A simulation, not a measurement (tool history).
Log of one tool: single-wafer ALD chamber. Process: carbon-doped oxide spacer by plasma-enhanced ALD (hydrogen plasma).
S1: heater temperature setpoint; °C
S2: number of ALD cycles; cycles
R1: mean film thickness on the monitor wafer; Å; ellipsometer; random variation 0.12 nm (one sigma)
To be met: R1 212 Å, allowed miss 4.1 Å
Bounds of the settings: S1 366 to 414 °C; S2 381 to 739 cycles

run 1 hour=0 | S1=390 S2=560 | R1=259.93
run 2 hour=6.3 | S1=390 S2=510 | R1=232.64
run 3 hour=7.8 | S1=390 S2=503 | R1=229.93
run 4 hour=10.5 | S1=390 S2=427 | R1=198.66
run 5 hour=19.4 | S1=380 S2=427 | R1=195.09
run 6 hour=23.6 | S1=390 S2=427 | R1=196.99
run 7 hour=31.9 | S1=390 S2=433 | R1=200.72
run 8 hour=38.5 | S1=390 S2=437 | R1=199.86
run 9 hour=40.7 | S1=390 S2=442 | R1=204.89
run 10 hour=47.8 | S1=390 S2=445 | R1=205.91
run 11 hour=48.5 | S1=390 S2=447 | R1=204.87
run 12 hour=54.8 | S1=390 S2=450 | R1=207.65

4 next moves are on the table. One of them brings every result within its allowed miss. Which?
run A hour=61.1 | S1=387 S2=443 | R1=?
run B hour=61.1 | S1=386 S2=458 | R1=?
run C hour=61.1 | S1=401 S2=445 | R1=?
run D hour=61.1 | S1=393 S2=438 | R1=?

move=A R1=202.55
move=B R1=209.41
move=C R1=202.77
move=D R1=200.27
A: further off than the last run
B: meets every target
C: further off than the last run
D: further off than the last run
Answer: B
